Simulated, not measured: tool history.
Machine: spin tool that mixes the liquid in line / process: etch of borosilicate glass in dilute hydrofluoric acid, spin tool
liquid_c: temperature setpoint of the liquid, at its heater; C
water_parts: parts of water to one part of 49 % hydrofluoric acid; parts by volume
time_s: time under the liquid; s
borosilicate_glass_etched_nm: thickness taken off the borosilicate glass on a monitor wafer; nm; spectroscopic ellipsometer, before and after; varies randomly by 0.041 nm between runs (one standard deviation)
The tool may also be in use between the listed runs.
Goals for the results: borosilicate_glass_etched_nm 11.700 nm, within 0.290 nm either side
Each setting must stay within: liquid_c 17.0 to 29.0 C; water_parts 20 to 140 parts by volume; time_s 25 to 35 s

run,day,liquid_c,water_parts,time_s,borosilicate_glass_etched_nm
1,0.000,21.0,75,35,17.720
2,0.279,20.0,80,35,15.973
3,0.371,23.0,80,35,17.850
4,0.521,23.0,60,35,24.788
5,0.700,21.5,70,35,19.607
6,0.988,21.5,95,35,14.025
7,1.325,20.5,95,35,13.394
8,1.525,20.0,95,35,13.186
9,1.896,19.5,95,35,12.940
10,1.988,19.0,95,35,12.568

Consider the 4 candidate settings below. Which is the only one whose results all fall within their allowed miss of target?
A,2.079,18.0,105,35,?
B,2.079,17.5,70,25,?
C,2.079,24.0,85,25,?
D,2.079,20.0,110,35,?

move,borosilicate_glass_etched_nm
A,10.845
B,11.815
C,12.513
D,11.182
A: the result that was furthest off in the last run now lies on the other side of its target
B: meets every target
C: closer than the last run, but not yet in spec
D: the result that was furthest off in the last run now lies on the other side of its target
Move B is the one to make.

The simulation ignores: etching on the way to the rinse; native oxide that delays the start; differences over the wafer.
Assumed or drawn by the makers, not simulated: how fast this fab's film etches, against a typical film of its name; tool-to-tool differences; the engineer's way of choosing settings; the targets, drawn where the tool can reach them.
